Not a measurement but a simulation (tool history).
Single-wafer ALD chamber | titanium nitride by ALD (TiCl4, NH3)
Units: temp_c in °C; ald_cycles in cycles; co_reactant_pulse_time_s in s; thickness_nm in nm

| run | day | temp_c | ald_cycles | co_reactant_pulse_time_s | thickness_nm |
|---|---|---|---|---|---|
| 1 | 0 | 385 | 62 | 2.75 | 1.4752 |
| 2 | 0.371 | 385 | 64 | 2.75 | 1.5301 |
| 3 | 0.692 | 385 | 64 | 3.39 | 1.5372 |
| 4 | 0.946 | 381 | 64 | 3.02 | 1.5225 |
| 5 | 1.083 | 378 | 64 | 2.7 | 1.4947 |
| 6 | 1.271 | 375 | 64 | 2.53 | 1.4757 |

Forecast run 7:
| 7 | 1.517 | 373 | 64 | 2.42 | ? |

{"run 7": {"thickness_nm": 1.4813}}
